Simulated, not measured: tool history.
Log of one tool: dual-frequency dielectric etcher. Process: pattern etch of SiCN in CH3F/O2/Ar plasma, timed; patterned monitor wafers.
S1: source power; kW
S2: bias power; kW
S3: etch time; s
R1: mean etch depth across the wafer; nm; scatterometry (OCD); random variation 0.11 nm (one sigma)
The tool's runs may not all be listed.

Run 1, day 0.000: S1 0.410 kW, S2 0.098 kW, S3 42.5 s. Result: R1 17.761 nm.
Run 2, day 0.108: S1 0.410 kW, S2 0.090 kW, S3 42.5 s. Result: R1 17.235 nm.
Run 3, day 0.183: S1 0.410 kW, S2 0.090 kW, S3 39.0 s. Result: R1 15.893 nm.
Run 4, day 0.346: S1 0.460 kW, S2 0.090 kW, S3 39.0 s. Result: R1 16.639 nm.
Run 5, day 0.717: S1 0.460 kW, S2 0.083 kW, S3 39.0 s. Result: R1 15.903 nm.
Run 6, day 0.742: S1 0.460 kW, S2 0.083 kW, S3 42.5 s. Result: R1 17.376 nm.
Run 7, day 0.879: S1 0.490 kW, S2 0.088 kW, S3 42.5 s. Result: R1 18.296 nm.
Run 8, day 1.121: S1 0.510 kW, S2 0.089 kW, S3 42.5 s. Result: R1 18.794 nm.

Forecast run 9:
Run 9, day 1.338: S1 0.530 kW, S2 0.090 kW, S3 42.5 s. Result: R1 ?.

Run 9 gave R1 18.771 nm.
